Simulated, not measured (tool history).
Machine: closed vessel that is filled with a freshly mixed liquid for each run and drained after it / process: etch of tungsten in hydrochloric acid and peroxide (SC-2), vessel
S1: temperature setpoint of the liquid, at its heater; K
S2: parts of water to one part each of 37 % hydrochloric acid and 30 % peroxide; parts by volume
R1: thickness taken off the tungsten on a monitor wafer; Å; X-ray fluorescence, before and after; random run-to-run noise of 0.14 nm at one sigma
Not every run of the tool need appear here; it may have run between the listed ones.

run 1 hour=0 | S1=319.15 S2=6 time_in_the_liquid_(s)=125 | R1=540.72
run 2 hour=2.1 | S1=319.15 S2=8 time_in_the_liquid_(s)=125 | R1=434.39
run 3 hour=9.8 | S1=314.65 S2=8 time_in_the_liquid_(s)=125 | R1=317.2
run 4 hour=14.3 | S1=314.65 S2=6 time_in_the_liquid_(s)=125 | R1=398.63
run 5 hour=20.7 | S1=314.15 S2=6 time_in_the_liquid_(s)=125 | R1=382.77
run 6 hour=25 | S1=314.15 S2=4.5 time_in_the_liquid_(s)=125 | R1=467.33
run 7 hour=25.9 | S1=308.15 S2=4.5 time_in_the_liquid_(s)=125 | R1=306.89

Estimate the outcome of run 8 from the log above:
run 8 hour=34.3 | S1=308.65 S2=4.5 time_in_the_liquid_(s)=125 | R1=?

{"run 8": {"R1": 319.78}}

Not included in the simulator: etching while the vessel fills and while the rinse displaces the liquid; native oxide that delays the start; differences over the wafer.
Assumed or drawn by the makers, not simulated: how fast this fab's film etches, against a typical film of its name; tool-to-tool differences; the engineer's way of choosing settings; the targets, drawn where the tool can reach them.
